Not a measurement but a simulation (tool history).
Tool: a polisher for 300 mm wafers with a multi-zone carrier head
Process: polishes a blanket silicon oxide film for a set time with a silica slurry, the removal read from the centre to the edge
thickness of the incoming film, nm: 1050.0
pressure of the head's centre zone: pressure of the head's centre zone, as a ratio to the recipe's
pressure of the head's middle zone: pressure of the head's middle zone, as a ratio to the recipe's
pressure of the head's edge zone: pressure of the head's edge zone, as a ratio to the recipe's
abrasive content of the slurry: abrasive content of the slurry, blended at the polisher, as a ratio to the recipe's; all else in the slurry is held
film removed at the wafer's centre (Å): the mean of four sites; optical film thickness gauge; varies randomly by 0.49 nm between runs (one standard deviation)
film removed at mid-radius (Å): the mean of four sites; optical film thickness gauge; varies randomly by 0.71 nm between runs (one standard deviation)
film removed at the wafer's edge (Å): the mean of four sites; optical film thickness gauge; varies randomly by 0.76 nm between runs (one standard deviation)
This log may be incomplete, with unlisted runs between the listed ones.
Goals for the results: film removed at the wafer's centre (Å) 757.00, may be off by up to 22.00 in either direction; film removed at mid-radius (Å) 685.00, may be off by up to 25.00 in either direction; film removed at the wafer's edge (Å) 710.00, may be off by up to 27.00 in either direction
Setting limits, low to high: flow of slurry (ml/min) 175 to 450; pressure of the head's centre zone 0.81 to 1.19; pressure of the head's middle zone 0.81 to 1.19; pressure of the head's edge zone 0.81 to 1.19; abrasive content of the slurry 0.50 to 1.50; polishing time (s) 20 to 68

run	hour	flow of slurry (ml/min)	pressure of the head's centre zone	pressure of the head's middle zone	pressure of the head's edge zone	abrasive content of the slurry	polishing time (s)	film removed at the wafer's centre (Å)	film removed at mid-radius (Å)	film removed at the wafer's edge (Å)
1	0.0	290	1.00	1.00	1.00	1.00	44	964.16	973.02	921.77
2	7.1	290	1.00	1.00	1.00	0.85	44	900.31	907.93	877.74
3	11.1	290	1.00	1.08	1.00	0.85	44	893.49	971.08	877.80
4	16.8	290	1.00	1.04	0.97	0.80	44	878.48	905.08	865.51
5	24.6	290	1.00	1.04	0.97	0.80	40	801.17	821.71	780.32
6	33.5	290	1.00	1.02	0.95	0.75	40	784.63	795.02	762.07
7	41.2	285	1.00	1.00	0.94	0.75	40	790.68	789.59	738.35
8	43.7	285	1.00	0.97	0.95	0.75	40	780.78	756.63	735.07

5 candidate next runs follow, results not yet known. Just one meets every target within its allowed miss. Identify it.
A	46.2	260	0.99	0.98	0.89	0.75	36	?	?	?
B	46.2	310	1.08	0.84	0.91	0.75	39	?	?	?
C	46.2	375	0.97	0.84	1.08	0.55	43	?	?	?
D	46.2	210	1.03	0.91	0.94	0.80	38	?	?	?
E	46.2	285	0.92	0.97	1.13	0.80	38	?	?	?

move	film removed at the wafer's centre (Å)	film removed at mid-radius (Å)	film removed at the wafer's edge (Å)
A	683.49	684.81	644.96
B	819.65	665.47	717.89
C	737.18	660.02	769.81
D	741.40	675.64	700.53
E	699.95	742.95	790.21
A: the worst result of the last run now meets its target, but another is out of spec
B: the worst result of the last run now meets its target, but another is out of spec
C: the worst result of the last run now meets its target, but another is out of spec
D: all results land within tolerance of their targets
E: just as far off the targets as the last run
Correct choice: D, which meets every target

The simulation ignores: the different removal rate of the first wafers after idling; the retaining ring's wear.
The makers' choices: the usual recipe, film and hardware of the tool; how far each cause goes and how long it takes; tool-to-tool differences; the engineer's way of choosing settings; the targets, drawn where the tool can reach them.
